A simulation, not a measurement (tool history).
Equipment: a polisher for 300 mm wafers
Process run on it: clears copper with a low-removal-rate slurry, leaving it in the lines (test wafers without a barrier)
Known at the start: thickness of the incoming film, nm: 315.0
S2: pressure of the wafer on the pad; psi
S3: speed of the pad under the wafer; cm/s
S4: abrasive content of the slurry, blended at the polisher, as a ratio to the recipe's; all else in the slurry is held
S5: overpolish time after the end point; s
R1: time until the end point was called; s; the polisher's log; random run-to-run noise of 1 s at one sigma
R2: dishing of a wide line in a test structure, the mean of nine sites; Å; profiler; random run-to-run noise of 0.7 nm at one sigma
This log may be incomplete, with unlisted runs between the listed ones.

Run 1, hour 0: flow of slurry (ml/min) 235, S2 4.1 psi, S3 106 cm/s, S4 1, S5 28 s. Result: R1 73.439 s, R2 641.59 Å.
Run 2, hour 5.1: flow of slurry (ml/min) 280, S2 4.1 psi, S3 106 cm/s, S4 1, S5 28 s. Result: R1 70.776 s, R2 642.36 Å.
Run 3, hour 9.3: flow of slurry (ml/min) 285, S2 4.3 psi, S3 108 cm/s, S4 1, S5 23 s. Result: R1 66.55 s, R2 619.85 Å.
Run 4, hour 11.2: flow of slurry (ml/min) 285, S2 4.3 psi, S3 108 cm/s, S4 1.1, S5 23 s. Result: R1 66.26 s, R2 616.76 Å.
Run 5, hour 14.9: flow of slurry (ml/min) 300, S2 4.3 psi, S3 112 cm/s, S4 1.1, S5 19 s. Result: R1 61.282 s, R2 555.14 Å.
Run 6, hour 19.3: flow of slurry (ml/min) 300, S2 4.3 psi, S3 112 cm/s, S4 1.1, S5 27 s. Result: R1 61.966 s, R2 695.75 Å.
Run 7, hour 21.5: flow of slurry (ml/min) 300, S2 4.3 psi, S3 114 cm/s, S4 1.1, S5 23 s. Result: R1 60.534 s, R2 650.69 Å.

Run 8, settings as shown, results not yet in. Your forecast:
Run 8, hour 25.8: flow of slurry (ml/min) 300, S2 4.4 psi, S3 114 cm/s, S4 1.1, S5 20 s. Result: R1 ?, R2 ?.

{"run 8": {"R1": 61.615, "R2": 609.67}}
